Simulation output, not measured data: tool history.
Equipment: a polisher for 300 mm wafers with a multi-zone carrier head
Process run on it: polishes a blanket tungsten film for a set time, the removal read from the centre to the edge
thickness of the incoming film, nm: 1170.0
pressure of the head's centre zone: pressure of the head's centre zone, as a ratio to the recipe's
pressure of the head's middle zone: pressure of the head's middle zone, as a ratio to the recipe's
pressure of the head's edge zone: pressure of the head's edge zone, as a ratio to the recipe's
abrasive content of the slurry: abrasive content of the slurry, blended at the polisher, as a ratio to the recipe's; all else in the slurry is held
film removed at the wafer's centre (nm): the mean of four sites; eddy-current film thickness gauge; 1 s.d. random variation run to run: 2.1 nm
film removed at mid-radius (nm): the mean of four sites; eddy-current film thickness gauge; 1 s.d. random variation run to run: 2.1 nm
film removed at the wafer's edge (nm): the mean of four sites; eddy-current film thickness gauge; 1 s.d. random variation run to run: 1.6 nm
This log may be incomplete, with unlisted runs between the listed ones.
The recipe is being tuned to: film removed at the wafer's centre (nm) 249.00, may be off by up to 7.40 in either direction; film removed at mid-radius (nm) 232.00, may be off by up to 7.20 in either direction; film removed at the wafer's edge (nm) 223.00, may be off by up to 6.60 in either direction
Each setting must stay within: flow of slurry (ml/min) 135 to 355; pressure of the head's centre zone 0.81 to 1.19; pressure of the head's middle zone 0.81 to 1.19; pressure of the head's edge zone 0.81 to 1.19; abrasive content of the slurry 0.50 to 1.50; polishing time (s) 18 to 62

| run | hour | flow of slurry (ml/min) | pressure of the head's centre zone | pressure of the head's middle zone | pressure of the head's edge zone | abrasive content of the slurry | polishing time (s) | film removed at the wafer's centre (nm) | film removed at mid-radius (nm) | film removed at the wafer's edge (nm) |
|---|---|---|---|---|---|---|---|---|---|---|
| 1 | 0.0 | 225 | 1.00 | 1.00 | 1.00 | 1.00 | 40 | 270.17 | 275.63 | 261.18 |
| 2 | 8.1 | 255 | 1.00 | 1.00 | 1.00 | 1.00 | 40 | 272.69 | 267.48 | 263.85 |
| 3 | 16.3 | 255 | 1.00 | 0.97 | 1.00 | 1.00 | 40 | 274.43 | 269.10 | 264.02 |
| 4 | 21.4 | 255 | 1.00 | 0.97 | 0.92 | 1.00 | 40 | 268.73 | 268.05 | 252.87 |
| 5 | 24.5 | 255 | 1.00 | 0.97 | 0.92 | 1.00 | 33 | 223.52 | 219.71 | 208.70 |
| 6 | 32.5 | 255 | 1.00 | 0.97 | 0.86 | 1.00 | 33 | 224.59 | 221.32 | 202.06 |
| 7 | 35.9 | 260 | 1.01 | 0.97 | 0.87 | 1.00 | 33 | 226.58 | 223.10 | 202.44 |
| 8 | 41.0 | 265 | 1.02 | 0.97 | 0.88 | 1.00 | 33 | 231.79 | 225.40 | 203.68 |
| 9 | 44.5 | 270 | 1.02 | 0.97 | 0.89 | 1.00 | 33 | 229.66 | 222.26 | 207.40 |
| 10 | 50.7 | 275 | 1.03 | 0.97 | 0.90 | 1.00 | 33 | 232.74 | 223.48 | 203.49 |
| 11 | 58.9 | 275 | 1.03 | 0.97 | 0.91 | 1.00 | 33 | 232.98 | 223.76 | 208.03 |

5 candidate next runs follow, results not yet known. Just one meets every target within its allowed miss. Identify it.
| A | 67.1 | 230 | 1.04 | 0.94 | 0.93 | 0.90 | 36 | ? | ? | ? |
| B | 67.1 | 255 | 1.00 | 1.02 | 0.88 | 0.85 | 36 | ? | ? | ? |
| C | 67.1 | 240 | 1.06 | 0.87 | 0.87 | 0.95 | 35 | ? | ? | ? |
| D | 67.1 | 295 | 1.11 | 1.11 | 0.87 | 1.10 | 31 | ? | ? | ? |
| E | 67.1 | 245 | 1.05 | 1.09 | 0.92 | 1.00 | 33 | ? | ? | ? |

| move | film removed at the wafer's centre (nm) | film removed at mid-radius (nm) | film removed at the wafer's edge (nm) |
|---|---|---|---|
| A | 249.37 | 228.31 | 221.32 |
| B | 239.90 | 238.32 | 214.56 |
| C | 250.36 | 215.81 | 212.01 |
| D | 243.12 | 230.22 | 195.59 |
| E | 237.24 | 234.31 | 206.91 |
A: hits every target within its allowed miss
B: nearer than the last run, and not there yet
C: no nearer and no further than the last run
D: lands further from the targets than the last run did
E: lands further from the targets than the last run did
A meets every target.
